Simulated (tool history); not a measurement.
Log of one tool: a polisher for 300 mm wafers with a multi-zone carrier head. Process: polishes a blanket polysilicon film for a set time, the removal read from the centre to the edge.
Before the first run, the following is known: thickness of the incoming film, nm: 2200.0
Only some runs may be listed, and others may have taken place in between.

run,hour,flow of slurry (ml/min),pressure of the head's centre zone,pressure of the head's middle zone,pressure of the head's edge zone,polishing time (s),film removed at the wafer's centre (Å),film removed at mid-radius (Å),film removed at the wafer's edge (Å)
1,0.0,155,1.00,1.00,1.00,63,4285.7,4517.2,4091.8
2,4.8,160,1.00,1.00,1.02,64,4329.4,4355.2,4262.2
3,7.7,160,1.00,1.01,1.02,65,4338.0,4590.6,4293.8
4,14.1,165,1.01,1.02,1.03,66,4606.3,4699.3,4348.1
5,19.5,165,1.01,1.05,1.03,66,4560.8,4693.1,4403.3
6,24.4,170,1.01,1.06,1.03,67,4660.6,4870.9,4545.3
7,28.7,175,1.01,1.07,1.04,68,4737.1,5036.2,4641.9

Run 8 is up next; what results do you expect?
8,30.7,180,1.02,1.08,1.05,68,?,?,?

film removed at the wafer's centre (Å): 4798.3
film removed at mid-radius (Å): 5017.8
film removed at the wafer's edge (Å): 4629.4
